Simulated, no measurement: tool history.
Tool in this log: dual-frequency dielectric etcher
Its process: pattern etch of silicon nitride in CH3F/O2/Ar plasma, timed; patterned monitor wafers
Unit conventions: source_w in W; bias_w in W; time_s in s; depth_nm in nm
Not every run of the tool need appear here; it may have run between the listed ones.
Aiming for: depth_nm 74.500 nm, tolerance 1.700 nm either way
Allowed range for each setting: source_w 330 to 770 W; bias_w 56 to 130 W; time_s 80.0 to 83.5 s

run 1 hour=0.0 | source_w=550 bias_w=93 time_s=80.0 | depth_nm=65.528
run 2 hour=4.6 | source_w=570 bias_w=94 time_s=80.0 | depth_nm=66.385
run 3 hour=8.2 | source_w=590 bias_w=95 time_s=80.0 | depth_nm=67.165
run 4 hour=9.9 | source_w=590 bias_w=95 time_s=83.5 | depth_nm=70.032
run 5 hour=14.9 | source_w=550 bias_w=95 time_s=83.5 | depth_nm=69.328
run 6 hour=21.9 | source_w=510 bias_w=95 time_s=83.5 | depth_nm=68.257
-- hour=24.7 bias power generator calibrated
run 7 hour=24.7 | source_w=530 bias_w=97 time_s=83.5 | depth_nm=71.172
run 8 hour=28.7 | source_w=530 bias_w=97 time_s=83.5 | depth_nm=71.022
run 9 hour=36.0 | source_w=530 bias_w=97 time_s=83.5 | depth_nm=71.198
run 10 hour=41.6 | source_w=530 bias_w=98 time_s=83.5 | depth_nm=71.236
run 11 hour=47.6 | source_w=540 bias_w=99 time_s=83.5 | depth_nm=72.886

Which single option among these 4 for the next run brings every result within its allowed miss of target? Just one does.
run A hour=53.6 | source_w=560 bias_w=95 time_s=82.5 | depth_nm=?
run B hour=53.6 | source_w=690 bias_w=104 time_s=80.0 | depth_nm=?
run C hour=53.6 | source_w=490 bias_w=104 time_s=81.5 | depth_nm=?
run D hour=53.6 | source_w=520 bias_w=97 time_s=83.5 | depth_nm=?

move=A depth_nm=70.432
move=B depth_nm=75.050
move=C depth_nm=71.219
move=D depth_nm=71.042
A: moves away from the targets compared with the last run
B: each result inside its tolerance
C: moves away from the targets compared with the last run
D: moves away from the targets compared with the last run
So the answer is move B, the one that meets all the targets.
